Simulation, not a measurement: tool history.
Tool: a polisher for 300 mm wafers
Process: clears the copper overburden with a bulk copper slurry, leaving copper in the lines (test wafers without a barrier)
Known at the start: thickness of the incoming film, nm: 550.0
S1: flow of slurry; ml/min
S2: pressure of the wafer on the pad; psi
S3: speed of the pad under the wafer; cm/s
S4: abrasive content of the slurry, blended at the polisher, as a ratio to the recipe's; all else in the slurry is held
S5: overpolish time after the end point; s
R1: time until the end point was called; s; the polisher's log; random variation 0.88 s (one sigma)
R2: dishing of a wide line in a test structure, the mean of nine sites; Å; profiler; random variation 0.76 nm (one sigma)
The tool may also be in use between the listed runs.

run,day,S1,S2,S3,S4,S5,R1,R2
1,0,300,2.4,90,1,24,89.694,527.1
2,0.196,325,2.4,90,1,24,87.953,541.93
3,0.262,325,2.4,90,1,17,89.035,460.36
4,0.471,295,2.4,100,1,15,81.67,463.59
5,0.796,295,2.4,100,0.85,15,83.953,457.09
6,1.142,230,2.4,100,0.85,15,83.822,446.07
7,1.192,220,2.4,108,0.75,13,81.766,413.76
8,1.542,210,2.4,116,0.7,12,76.895,417.83
9,1.808,205,2.4,122,0.65,11,76.015,425.86

Run 10 comes next. What will it give?
10,1.85,290,2,124,0.9,7,?,?

R1: 78.968 s
R2: 281.72 Å
